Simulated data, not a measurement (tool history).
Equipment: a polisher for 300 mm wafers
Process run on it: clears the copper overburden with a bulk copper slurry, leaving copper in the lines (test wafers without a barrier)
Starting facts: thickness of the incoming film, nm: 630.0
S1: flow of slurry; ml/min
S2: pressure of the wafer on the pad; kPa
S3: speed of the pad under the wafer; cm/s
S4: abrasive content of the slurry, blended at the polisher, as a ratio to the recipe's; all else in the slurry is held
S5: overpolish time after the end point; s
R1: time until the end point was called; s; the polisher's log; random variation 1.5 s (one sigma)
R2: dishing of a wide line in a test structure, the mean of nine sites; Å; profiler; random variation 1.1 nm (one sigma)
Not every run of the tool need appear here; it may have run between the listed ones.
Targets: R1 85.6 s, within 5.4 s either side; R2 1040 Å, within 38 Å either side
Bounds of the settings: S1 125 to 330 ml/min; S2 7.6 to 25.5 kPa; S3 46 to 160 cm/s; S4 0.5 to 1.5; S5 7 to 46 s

run  hour   S1    S2   S3  S4  S5      R1      R2
  1     0  210  16.5  102   1  24   94.43  813.86
  2   3.1  210    20  102   1  24  76.846  927.36
  3  11.3  210  22.1  102   1  24  70.435  989.48
  4  15.6  210  22.1  102   1  19   69.56  868.58
  5  20.6  210    20  102   1  19  77.905  795.07
  6    26  235    20  102   1  19  75.211  807.22
  7    30  225    20  102   1  21  76.029   846.4
  8  30.9  215    20  102   1  22  79.802  880.39
  9  38.2  210    20  102   1  23  77.351  891.43
     41.1  -- slurry blender recalibrated
 10  41.1  205    20  102   1  24  73.356  923.04
 11  42.7  215  19.3  102   1  25  76.987  928.94
 12  51.3  205  19.3  102   1  26  77.552  964.19
 13  53.5  205  19.3  102   1  27  77.677  964.51
 14    55  205  19.3  102   1  28  76.421  977.78
 15  59.7  200  18.6  102   1  29   80.42  957.78
 16  60.3  200  18.6  102   1  30   80.15  996.99

Which single option among these 5 for the next run brings every result within its allowed miss of target? Just one does.
  A  60.9  260  13.8  128   0.9  41   ?   ?
  B  60.9  175  20.7   98   1.1  23   ?   ?
  C  60.9  280  18.6   76     1  41   ?   ?
  D  60.9  175  19.3  102  0.95  26   ?   ?
  E  60.9  210  19.3  108  1.05  24   ?   ?

move      R1      R2
   A  83.234  1035.5
   B  74.468  914.36
   C  100.65  1025.9
   D  78.439  939.55
   E  71.016  948.54
A: each result inside its tolerance
B: the biggest miss grows against the last run
C: corrects the largest miss of the last run, while another result sits out of spec
D: the biggest miss grows against the last run
E: the biggest miss grows against the last run
Answer: A
